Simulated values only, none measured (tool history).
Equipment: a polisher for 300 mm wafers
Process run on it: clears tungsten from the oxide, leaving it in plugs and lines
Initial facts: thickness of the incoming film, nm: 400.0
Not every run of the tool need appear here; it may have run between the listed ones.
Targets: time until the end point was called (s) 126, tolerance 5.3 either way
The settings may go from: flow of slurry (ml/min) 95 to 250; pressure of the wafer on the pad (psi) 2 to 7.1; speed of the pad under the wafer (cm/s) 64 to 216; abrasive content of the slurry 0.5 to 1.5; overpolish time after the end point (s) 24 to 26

run	day	flow of slurry (ml/min)	pressure of the wafer on the pad (psi)	speed of the pad under the wafer (cm/s)	abrasive content of the slurry	overpolish time after the end point (s)	time until the end point was called (s)
1	0	160	4.5	140	1	24	70.534
2	0.275	160	3.9	138	1	24	77.339
3	0.392	160	3.9	138	0.9	24	80.84
4	0.638	160	3.5	134	0.9	24	89.096
5	0.667	160	3.2	132	0.9	24	98.157
6	0.746	180	3.2	132	0.9	24	94.743
7	0.838	145	2	130	0.9	24	136.77
8	1.146	150	2	130	0.9	24	140.49
9	1.479	155	2.1	130	0.9	24	134.14
10	1.692	160	2.1	130	0.9	24	133.83

Next run, 4 choices. One meets every target within its allowed miss, the rest don't. Which?
A	1.904	185	3	86	1.2	24	?
B	1.904	170	2	140	0.85	24	?
C	1.904	170	2	118	0.9	24	?
D	1.904	140	2	126	0.75	24	?

move	time until the end point was called (s)
A	142.9
B	128.13
C	149.49
D	150.48
A: misses by more than the last run did
B: hits every target within its allowed miss
C: misses by more than the last run did
D: misses by more than the last run did
Correct choice: B, which meets every target
